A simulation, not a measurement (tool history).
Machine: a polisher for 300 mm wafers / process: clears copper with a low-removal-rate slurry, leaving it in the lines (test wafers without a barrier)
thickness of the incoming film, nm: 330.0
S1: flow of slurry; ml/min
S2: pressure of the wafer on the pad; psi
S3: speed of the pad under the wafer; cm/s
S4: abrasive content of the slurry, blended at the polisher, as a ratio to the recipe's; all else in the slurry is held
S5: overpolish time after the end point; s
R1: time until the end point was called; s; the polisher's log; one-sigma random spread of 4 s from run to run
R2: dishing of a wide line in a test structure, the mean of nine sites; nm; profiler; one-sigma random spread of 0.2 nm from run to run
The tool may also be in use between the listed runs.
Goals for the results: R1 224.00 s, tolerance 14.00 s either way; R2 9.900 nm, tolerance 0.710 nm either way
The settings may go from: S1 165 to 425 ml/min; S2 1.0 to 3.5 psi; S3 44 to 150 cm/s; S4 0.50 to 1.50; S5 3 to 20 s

run  hour   S1   S2  S3    S4  S5      R1      R2
  1   0.0  275  2.2  96  1.00  10  135.64  15.884
  2   5.5  275  1.9  94  1.00  10  153.90  14.354
  3  12.3  275  1.9  94  0.85  10  161.77  14.331
  4  16.2  275  1.7  92  0.85  10  181.50  13.206
  5  19.2  275  1.6  92  0.85  10  192.75  12.533
  6  22.1  275  1.5  92  0.85  10  194.70  12.293
  7  23.7  275  1.4  92  0.85  10  205.21  11.377
  8  26.2  275  1.3  92  0.85  10  221.26  11.359

Next run, 5 choices. One meets every target within its allowed miss, the rest don't. Which?
  A  28.7  305  1.4   90  0.70  12   ?   ?
  B  28.7  355  1.2  104  0.65  11   ?   ?
  C  28.7  245  1.7   78  0.75  12   ?   ?
  D  28.7  270  1.0   94  0.95  11   ?   ?
  E  28.7  260  1.4   82  0.85   9   ?   ?

move      R1      R2
   A  212.36  13.788
   B  212.37  12.745
   C  206.31  14.195
   D  248.91  11.047
   E  223.56  10.223
A: the biggest miss grows against the last run
B: the biggest miss grows against the last run
C: the biggest miss grows against the last run
D: better than the last run, though not everything is in spec
E: each result inside its tolerance
Answer: E
